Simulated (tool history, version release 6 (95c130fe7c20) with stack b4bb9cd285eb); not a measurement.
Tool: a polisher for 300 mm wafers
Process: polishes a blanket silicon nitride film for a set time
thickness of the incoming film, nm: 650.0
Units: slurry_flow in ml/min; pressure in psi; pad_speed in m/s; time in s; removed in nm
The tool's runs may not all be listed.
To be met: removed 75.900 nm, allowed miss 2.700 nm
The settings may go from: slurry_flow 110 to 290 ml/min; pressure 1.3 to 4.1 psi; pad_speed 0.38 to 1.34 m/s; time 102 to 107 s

Run 1, hour 0.0: slurry_flow 185 ml/min, pressure 2.7 psi, pad_speed 0.86 m/s, time 102 s. Result: removed 121.050 nm.
Run 2, hour 1.6: slurry_flow 155 ml/min, pressure 2.7 psi, pad_speed 0.86 m/s, time 102 s. Result: removed 119.510 nm.
Run 3, hour 10.6: slurry_flow 155 ml/min, pressure 2.5 psi, pad_speed 0.86 m/s, time 102 s. Result: removed 112.770 nm.
Run 4, hour 19.5: slurry_flow 155 ml/min, pressure 2.3 psi, pad_speed 0.86 m/s, time 102 s. Result: removed 103.920 nm.
Run 5, hour 22.1: slurry_flow 155 ml/min, pressure 2.3 psi, pad_speed 1.04 m/s, time 102 s. Result: removed 114.310 nm.
Run 6, hour 29.2: slurry_flow 155 ml/min, pressure 2.2 psi, pad_speed 1.04 m/s, time 102 s. Result: removed 107.470 nm.
Run 7, hour 35.6: slurry_flow 155 ml/min, pressure 2.1 psi, pad_speed 1.04 m/s, time 102 s. Result: removed 104.600 nm.
Run 8, hour 38.0: slurry_flow 155 ml/min, pressure 2.0 psi, pad_speed 1.04 m/s, time 102 s. Result: removed 103.060 nm.
Run 9, hour 40.4: slurry_flow 155 ml/min, pressure 1.9 psi, pad_speed 1.02 m/s, time 102 s. Result: removed 96.064 nm.
At hour 47.0: head pressure recalibrated.
Run 10, hour 47.0: slurry_flow 155 ml/min, pressure 1.8 psi, pad_speed 1.02 m/s, time 102 s. Result: removed 97.206 nm.
Run 11, hour 49.7: slurry_flow 150 ml/min, pressure 1.7 psi, pad_speed 1.00 m/s, time 102 s. Result: removed 91.088 nm.

Which of these 4 next moves meets every target?
Run A, hour 52.4: slurry_flow 150 ml/min, pressure 1.6 psi, pad_speed 0.94 m/s, time 103 s. Result: removed ?.
Run B, hour 52.4: slurry_flow 115 ml/min, pressure 1.6 psi, pad_speed 0.82 m/s, time 107 s. Result: removed ?.
Run C, hour 52.4: slurry_flow 155 ml/min, pressure 1.3 psi, pad_speed 0.92 m/s, time 102 s. Result: removed ?.
Run D, hour 52.4: slurry_flow 155 ml/min, pressure 1.4 psi, pad_speed 0.78 m/s, time 102 s. Result: removed ?.

move  removed
   A   84.500
   B   77.470
   C   70.406
   D   69.048
A: nearer than the last run, and not there yet
B: meets every target
C: takes the result that was furthest off past its target
D: takes the result that was furthest off past its target
Move B is the one to make.
